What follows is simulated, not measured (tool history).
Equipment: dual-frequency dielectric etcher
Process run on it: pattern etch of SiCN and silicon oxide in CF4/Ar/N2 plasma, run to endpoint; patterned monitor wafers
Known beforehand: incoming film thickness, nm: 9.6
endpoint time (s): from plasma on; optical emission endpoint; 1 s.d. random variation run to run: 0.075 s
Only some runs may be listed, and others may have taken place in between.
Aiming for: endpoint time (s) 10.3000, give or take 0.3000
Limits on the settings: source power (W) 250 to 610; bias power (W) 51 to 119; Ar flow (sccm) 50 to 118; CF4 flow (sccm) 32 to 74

run,day,source power (W),bias power (W),Ar flow (sccm),CF4 flow (sccm),endpoint time (s)
1,0.000,430,85,84,53,11.6600
2,0.212,450,86,84,53,11.2810
3,0.525,460,87,84,53,10.9390
4,0.792,470,87,84,53,10.8880
5,0.892,470,96,84,53,10.6200
6,1.250,400,96,84,53,12.0920
7,1.600,400,96,84,53,12.2600
8,1.892,400,96,84,53,12.1680

Pick the move, out of 5, that brings all results within their allowed miss; only one does.
A,2.183,530,111,103,47,?
B,2.183,480,80,101,57,?
C,2.183,450,105,81,49,?
D,2.183,480,104,91,54,?
E,2.183,480,92,70,70,?

move,endpoint time (s)
A,9.8134
B,10.8640
C,10.8710
D,10.3010
E,9.7766
A: takes the result that was furthest off past its target
B: an improvement on the last run, though not all results are within tolerance
C: an improvement on the last run, though not all results are within tolerance
D: in spec on every target
E: takes the result that was furthest off past its target
The move that meets every target is D.
